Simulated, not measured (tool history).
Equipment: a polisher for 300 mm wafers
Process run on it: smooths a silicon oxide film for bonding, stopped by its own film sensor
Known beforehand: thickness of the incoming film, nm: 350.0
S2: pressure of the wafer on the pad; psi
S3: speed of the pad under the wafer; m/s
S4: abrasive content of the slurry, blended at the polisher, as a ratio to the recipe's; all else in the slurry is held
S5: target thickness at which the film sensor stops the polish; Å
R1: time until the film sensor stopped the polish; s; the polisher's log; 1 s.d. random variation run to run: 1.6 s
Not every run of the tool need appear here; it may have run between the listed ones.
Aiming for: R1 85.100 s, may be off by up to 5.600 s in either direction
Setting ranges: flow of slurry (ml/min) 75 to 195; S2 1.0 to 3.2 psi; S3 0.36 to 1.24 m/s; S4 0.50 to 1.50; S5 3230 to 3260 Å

{"run": 1, "day": 0.0, "flow of slurry (ml/min)": 125, "S2": 2.1, "S3": 0.8, "S4": 1.0, "S5": 3230, "R1": 45.089}
{"run": 2, "day": 0.35, "flow of slurry (ml/min)": 125, "S2": 2.1, "S3": 0.8, "S4": 1.0, "S5": 3230, "R1": 46.803}
{"run": 3, "day": 0.592, "flow of slurry (ml/min)": 140, "S2": 2.1, "S3": 0.8, "S4": 1.0, "S5": 3230, "R1": 46.514}
{"run": 4, "day": 0.779, "flow of slurry (ml/min)": 140, "S2": 1.8, "S3": 0.76, "S4": 1.0, "S5": 3230, "R1": 52.307}
{"run": 5, "day": 0.867, "flow of slurry (ml/min)": 140, "S2": 1.6, "S3": 0.68, "S4": 0.95, "S5": 3230, "R1": 65.004}
{"run": 6, "day": 1.171, "flow of slurry (ml/min)": 140, "S2": 1.6, "S3": 0.76, "S4": 0.95, "S5": 3230, "R1": 61.145}
{"run": 7, "day": 1.325, "flow of slurry (ml/min)": 140, "S2": 1.4, "S3": 0.74, "S4": 0.95, "S5": 3230, "R1": 69.215}
{"run": 8, "day": 1.375, "flow of slurry (ml/min)": 140, "S2": 1.3, "S3": 0.74, "S4": 0.95, "S5": 3230, "R1": 71.331}
{"run": 9, "day": 1.708, "flow of slurry (ml/min)": 140, "S2": 1.2, "S3": 0.72, "S4": 0.95, "S5": 3230, "R1": 78.489}

Which one of the following 4 next-run settings gets every result inside its allowed miss? There is exactly one.
{"run": "A", "day": 2.042, "flow of slurry (ml/min)": 120, "S2": 1.8, "S3": 0.64, "S4": 0.85, "S5": 3230, "R1": "?"}
{"run": "B", "day": 2.042, "flow of slurry (ml/min)": 135, "S2": 1.2, "S3": 0.74, "S4": 0.8, "S5": 3260, "R1": "?"}
{"run": "C", "day": 2.042, "flow of slurry (ml/min)": 160, "S2": 1.1, "S3": 0.64, "S4": 0.85, "S5": 3260, "R1": "?"}
{"run": "D", "day": 2.042, "flow of slurry (ml/min)": 135, "S2": 1.2, "S3": 0.58, "S4": 1.2, "S5": 3260, "R1": "?"}

move=A R1=68.336
move=B R1=76.140
move=C R1=85.885
move=D R1=76.027
A: lands further from the targets than the last run did
B: lands further from the targets than the last run did
C: all results in spec
D: lands further from the targets than the last run did
The move that meets every target is C.

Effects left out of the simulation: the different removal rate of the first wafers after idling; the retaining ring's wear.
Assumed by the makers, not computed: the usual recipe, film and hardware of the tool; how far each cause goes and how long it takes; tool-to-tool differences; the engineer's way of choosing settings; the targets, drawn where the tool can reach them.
